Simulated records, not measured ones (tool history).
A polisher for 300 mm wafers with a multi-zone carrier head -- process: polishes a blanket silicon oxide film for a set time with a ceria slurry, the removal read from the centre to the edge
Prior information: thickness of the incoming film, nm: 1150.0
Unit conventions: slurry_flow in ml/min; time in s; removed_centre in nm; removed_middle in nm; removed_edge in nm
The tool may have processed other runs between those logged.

run	hour	slurry_flow	centre_zone	middle_zone	edge_zone	time	removed_centre	removed_middle	removed_edge
1	0.0	315	1.00	1.00	1.00	31	129.650	125.75	131.34
2	7.4	315	0.92	1.00	1.00	31	117.960	125.76	128.04
3	11.7	315	0.92	1.05	1.00	31	121.050	131.06	126.96
4	14.6	315	0.92	1.05	1.00	26	98.795	109.48	106.62
5	18.7	315	0.92	1.05	0.92	26	99.964	109.88	103.85
6	21.2	320	0.96	1.05	0.94	28	112.720	119.29	112.34
7	24.0	320	0.99	1.04	0.96	29	118.170	122.76	115.44
8	30.8	315	1.02	1.02	0.97	30	128.910	123.67	122.04
9	36.2	315	1.04	1.02	0.99	31	133.250	127.33	127.18
10	41.4	315	1.06	1.01	1.00	32	142.370	130.09	129.25
11	45.6	315	1.07	1.00	1.01	33	145.460	133.64	136.15

The next listed run, before its measurement:
12	48.0	315	1.09	1.00	1.02	34	?	?	?

{"run 12": {"removed_centre": 154.22, "removed_middle": 137.67, "removed_edge": 141.41}}

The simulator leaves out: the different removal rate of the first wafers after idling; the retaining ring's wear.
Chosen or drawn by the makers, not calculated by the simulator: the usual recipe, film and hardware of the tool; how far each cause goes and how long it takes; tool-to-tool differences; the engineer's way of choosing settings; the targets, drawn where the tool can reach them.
